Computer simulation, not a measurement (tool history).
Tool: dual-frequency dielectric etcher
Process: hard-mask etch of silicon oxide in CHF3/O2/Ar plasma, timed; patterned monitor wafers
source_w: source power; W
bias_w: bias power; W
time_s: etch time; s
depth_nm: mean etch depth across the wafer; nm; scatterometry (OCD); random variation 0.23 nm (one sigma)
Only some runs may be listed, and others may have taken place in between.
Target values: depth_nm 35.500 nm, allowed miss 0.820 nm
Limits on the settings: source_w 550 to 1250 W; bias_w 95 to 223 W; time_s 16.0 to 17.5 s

run	hour	source_w	bias_w	time_s	depth_nm
1	0.0	900	159	17.5	42.351
2	4.7	900	171	17.5	43.236
3	6.7	900	143	17.5	41.111
4	12.4	900	143	16.0	37.436
5	19.9	1030	143	16.0	39.666
6	22.5	1010	142	16.0	38.662
7	24.1	990	140	16.0	38.891
8	28.8	970	139	16.0	38.571
9	32.9	950	138	16.0	38.167

Which one of the following 5 next-run settings gets every result inside its allowed miss? There is exactly one.
A	37.0	890	136	16.0	?
B	37.0	880	124	17.0	?
C	37.0	880	120	16.0	?
D	37.0	950	129	16.0	?
E	37.0	860	142	16.5	?

move	depth_nm
A	37.112
B	38.399
C	35.860
D	37.519
E	38.208
A: closes in on the targets versus the last run, not all within tolerance yet
B: its largest miss is bigger than the last run's
C: all results land within tolerance of their targets
D: closes in on the targets versus the last run, not all within tolerance yet
E: about the same distance from the targets as the last run
Go with C: it meets all targets.

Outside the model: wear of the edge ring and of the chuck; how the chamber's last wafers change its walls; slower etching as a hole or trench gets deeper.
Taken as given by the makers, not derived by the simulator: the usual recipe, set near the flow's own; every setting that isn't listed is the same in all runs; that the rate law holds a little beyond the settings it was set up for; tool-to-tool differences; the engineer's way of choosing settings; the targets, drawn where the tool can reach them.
